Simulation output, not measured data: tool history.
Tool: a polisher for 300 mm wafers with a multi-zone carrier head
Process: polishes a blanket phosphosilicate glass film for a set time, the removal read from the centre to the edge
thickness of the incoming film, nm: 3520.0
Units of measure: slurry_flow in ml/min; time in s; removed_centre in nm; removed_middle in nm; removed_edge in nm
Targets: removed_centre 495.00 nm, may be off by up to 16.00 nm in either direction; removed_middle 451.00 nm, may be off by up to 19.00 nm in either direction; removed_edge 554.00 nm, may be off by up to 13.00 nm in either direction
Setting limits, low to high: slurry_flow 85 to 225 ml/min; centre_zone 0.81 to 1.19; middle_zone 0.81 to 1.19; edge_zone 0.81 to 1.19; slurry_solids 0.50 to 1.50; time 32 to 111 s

{"run": 1, "hour": 0.0, "slurry_flow": 145, "centre_zone": 1.0, "middle_zone": 1.0, "edge_zone": 1.0, "slurry_solids": 1.0, "time": 71, "removed_centre": 773.94, "removed_middle": 856.85, "removed_edge": 841.53}
{"run": 2, "hour": 6.1, "slurry_flow": 165, "centre_zone": 1.0, "middle_zone": 1.0, "edge_zone": 1.0, "slurry_solids": 1.0, "time": 71, "removed_centre": 788.29, "removed_middle": 862.19, "removed_edge": 866.86}
{"run": 3, "hour": 11.5, "slurry_flow": 165, "centre_zone": 1.0, "middle_zone": 1.0, "edge_zone": 0.95, "slurry_solids": 1.0, "time": 71, "removed_centre": 777.88, "removed_middle": 877.5, "removed_edge": 846.43}
{"run": 4, "hour": 13.0, "slurry_flow": 160, "centre_zone": 1.0, "middle_zone": 0.97, "edge_zone": 0.97, "slurry_solids": 0.9, "time": 69, "removed_centre": 735.84, "removed_middle": 793.18, "removed_edge": 800.34}
{"run": 5, "hour": 21.3, "slurry_flow": 155, "centre_zone": 1.0, "middle_zone": 0.94, "edge_zone": 0.98, "slurry_solids": 0.85, "time": 66, "removed_centre": 688.83, "removed_middle": 722.29, "removed_edge": 744.72}
{"run": 6, "hour": 24.4, "slurry_flow": 155, "centre_zone": 1.0, "middle_zone": 0.87, "edge_zone": 0.98, "slurry_solids": 0.85, "time": 66, "removed_centre": 682.34, "removed_middle": 677.07, "removed_edge": 749.82}
{"run": 7, "hour": 30.0, "slurry_flow": 150, "centre_zone": 1.0, "middle_zone": 0.86, "edge_zone": 1.0, "slurry_solids": 0.8, "time": 64, "removed_centre": 653.4, "removed_middle": 634.11, "removed_edge": 709.59}
{"run": 8, "hour": 36.4, "slurry_flow": 145, "centre_zone": 1.0, "middle_zone": 0.85, "edge_zone": 1.02, "slurry_solids": 0.75, "time": 63, "removed_centre": 638.15, "removed_middle": 600.39, "removed_edge": 699.09}
{"run": 9, "hour": 41.0, "slurry_flow": 140, "centre_zone": 1.0, "middle_zone": 0.84, "edge_zone": 1.02, "slurry_solids": 0.7, "time": 62, "removed_centre": 591.49, "removed_middle": 579.64, "removed_edge": 661.54}
{"hour": 42.5, "done": "centre zone pressure recalibrated"}
{"run": 10, "hour": 42.5, "slurry_flow": 140, "centre_zone": 1.01, "middle_zone": 0.84, "edge_zone": 1.04, "slurry_solids": 0.65, "time": 60, "removed_centre": 641.37, "removed_middle": 550.79, "removed_edge": 630.72}
{"run": 11, "hour": 44.2, "slurry_flow": 130, "centre_zone": 1.0, "middle_zone": 0.84, "edge_zone": 1.05, "slurry_solids": 0.65, "time": 59, "removed_centre": 613.96, "removed_middle": 528.42, "removed_edge": 622.03}
{"run": 12, "hour": 52.3, "slurry_flow": 90, "centre_zone": 0.9, "middle_zone": 0.81, "edge_zone": 0.99, "slurry_solids": 0.5, "time": 59, "removed_centre": 449.32, "removed_middle": 423.13, "removed_edge": 519.5}
{"run": 13, "hour": 55.3, "slurry_flow": 95, "centre_zone": 0.9, "middle_zone": 0.81, "edge_zone": 1.0, "slurry_solids": 0.5, "time": 59, "removed_centre": 462.21, "removed_middle": 436.39, "removed_edge": 529.38}
{"run": 14, "hour": 58.2, "slurry_flow": 95, "centre_zone": 0.9, "middle_zone": 0.81, "edge_zone": 1.01, "slurry_solids": 0.5, "time": 59, "removed_centre": 459.57, "removed_middle": 435.0, "removed_edge": 532.74}
{"run": 15, "hour": 61.1, "slurry_flow": 95, "centre_zone": 0.9, "middle_zone": 0.81, "edge_zone": 1.02, "slurry_solids": 0.5, "time": 59, "removed_centre": 456.66, "removed_middle": 425.48, "removed_edge": 537.57}
{"run": 16, "hour": 62.8, "slurry_flow": 100, "centre_zone": 0.91, "middle_zone": 0.81, "edge_zone": 1.02, "slurry_solids": 0.5, "time": 59, "removed_centre": 475.95, "removed_middle": 444.1, "removed_edge": 536.57}
{"run": 17, "hour": 68.1, "slurry_flow": 100, "centre_zone": 0.91, "middle_zone": 0.81, "edge_zone": 1.03, "slurry_solids": 0.5, "time": 59, "removed_centre": 471.81, "removed_middle": 436.68, "removed_edge": 550.18}
{"run": 18, "hour": 70.5, "slurry_flow": 120, "centre_zone": 0.94, "middle_zone": 0.82, "edge_zone": 1.02, "slurry_solids": 0.5, "time": 59, "removed_centre": 526.82, "removed_middle": 461.13, "removed_edge": 567.73}

Exactly one of the 5 candidate moves below puts every result within its allowed miss. Which one?
{"run": "A", "hour": 72.9, "slurry_flow": 100, "centre_zone": 1.02, "middle_zone": 0.91, "edge_zone": 1.0, "slurry_solids": 0.5, "time": 59, "removed_centre": "?", "removed_middle": "?", "removed_edge": "?"}
{"run": "B", "hour": 72.9, "slurry_flow": 155, "centre_zone": 0.89, "middle_zone": 0.81, "edge_zone": 1.04, "slurry_solids": 0.5, "time": 55, "removed_centre": "?", "removed_middle": "?", "removed_edge": "?"}
{"run": "C", "hour": 72.9, "slurry_flow": 115, "centre_zone": 0.85, "middle_zone": 0.81, "edge_zone": 1.02, "slurry_solids": 0.6, "time": 56, "removed_centre": "?", "removed_middle": "?", "removed_edge": "?"}
{"run": "D", "hour": 72.9, "slurry_flow": 120, "centre_zone": 0.91, "middle_zone": 0.81, "edge_zone": 0.86, "slurry_solids": 0.85, "time": 53, "removed_centre": "?", "removed_middle": "?", "removed_edge": "?"}
{"run": "E", "hour": 72.9, "slurry_flow": 120, "centre_zone": 0.93, "middle_zone": 0.86, "edge_zone": 1.05, "slurry_solids": 0.5, "time": 61, "removed_centre": "?", "removed_middle": "?", "removed_edge": "?"}

move=A removed_centre=523.61 removed_middle=485.47 removed_edge=532.13
move=B removed_centre=484.69 removed_middle=461.41 removed_edge=546.94
move=C removed_centre=457.17 removed_middle=460.54 removed_edge=552.76
move=D removed_centre=520.61 removed_middle=488.67 removed_edge=545.76
move=E removed_centre=525.28 removed_middle=506.26 removed_edge=583.48
A: better than the last run, though not everything is in spec
B: hits every target within its allowed miss
C: takes the result that was furthest off past its target
D: just as far off the targets as the last run
E: the biggest miss grows against the last run
Move B is the one to make.

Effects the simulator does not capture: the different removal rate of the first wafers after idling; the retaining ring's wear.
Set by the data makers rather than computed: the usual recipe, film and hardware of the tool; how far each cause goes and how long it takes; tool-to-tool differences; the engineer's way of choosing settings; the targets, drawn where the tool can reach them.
